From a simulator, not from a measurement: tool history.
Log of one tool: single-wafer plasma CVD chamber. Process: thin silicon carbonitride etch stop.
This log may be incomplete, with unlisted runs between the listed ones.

| run | hour | RF power (kW) | deposition time (s) | mean film thickness on the monitor wafer (nm) |
|---|---|---|---|---|
| 1 | 0 | 0.19 | 26.2 | 15.543 |
| 2 | 4 | 0.19 | 24.6 | 14.574 |
| 3 | 12.8 | 0.17 | 24.6 | 14.099 |
| 4 | 20.1 | 0.17 | 22.1 | 12.686 |
| 5 | 21.3 | 0.19 | 22.1 | 13.164 |
| 6 | 29 | 0.19 | 24.2 | 14.283 |
| 7 | 32 | 0.195 | 25 | 14.987 |
| 8 | 35.4 | 0.2 | 25.5 | 15.403 |
| 9 | 40.6 | 0.205 | 25.9 | 15.736 |

Run 10 comes next. What will it give?
| 10 | 44.6 | 0.23 | 29 | ? |

mean film thickness on the monitor wafer (nm): 18.163
